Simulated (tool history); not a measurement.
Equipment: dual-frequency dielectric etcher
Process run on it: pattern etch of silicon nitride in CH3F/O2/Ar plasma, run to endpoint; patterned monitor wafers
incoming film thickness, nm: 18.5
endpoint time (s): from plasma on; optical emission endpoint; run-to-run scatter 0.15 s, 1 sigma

run 1 day=0.000 | source_power_(kW)=0.480 bias_power_(kW)=0.061 | endpoint_time_(s)=25.441
run 2 day=0.104 | source_power_(kW)=0.480 bias_power_(kW)=0.068 | endpoint_time_(s)=24.754
run 3 day=0.217 | source_power_(kW)=0.410 bias_power_(kW)=0.060 | endpoint_time_(s)=27.497
run 4 day=0.438 | source_power_(kW)=0.460 bias_power_(kW)=0.060 | endpoint_time_(s)=26.079
run 5 day=0.650 | source_power_(kW)=0.400 bias_power_(kW)=0.057 | endpoint_time_(s)=28.067
run 6 day=0.929 | source_power_(kW)=0.400 bias_power_(kW)=0.065 | endpoint_time_(s)=26.945
run 7 day=1.246 | source_power_(kW)=0.360 bias_power_(kW)=0.060 | endpoint_time_(s)=29.133
run 8 day=1.296 | source_power_(kW)=0.340 bias_power_(kW)=0.059 | endpoint_time_(s)=30.239

Run 9 has not been measured yet. What should we expect?
run 9 day=1.400 | source_power_(kW)=0.320 bias_power_(kW)=0.059 | endpoint_time_(s)=?

For run 9 the tool returned endpoint time (s) 30.728.
